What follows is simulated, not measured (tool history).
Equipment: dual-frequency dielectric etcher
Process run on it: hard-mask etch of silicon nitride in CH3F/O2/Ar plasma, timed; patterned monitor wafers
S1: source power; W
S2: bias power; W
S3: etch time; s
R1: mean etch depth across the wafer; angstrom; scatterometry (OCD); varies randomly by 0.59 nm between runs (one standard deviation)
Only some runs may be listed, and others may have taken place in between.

run,day,S1,S2,S3,R1
1,0,340,85,153.5,1077.8
2,0.325,360,85,153.5,1110
3,0.662,360,78,153.5,1061.1
4,0.838,360,68,153.5,1005.1
5,0.892,360,54,153.5,920.28
6,1.175,390,62,153.5,994.21
7,1.254,410,68,153.5,1056.9

For run 8, what comes out?
8,1.288,430,71,153.5,?

For run 8 the tool returned R1 1107.7 angstrom.
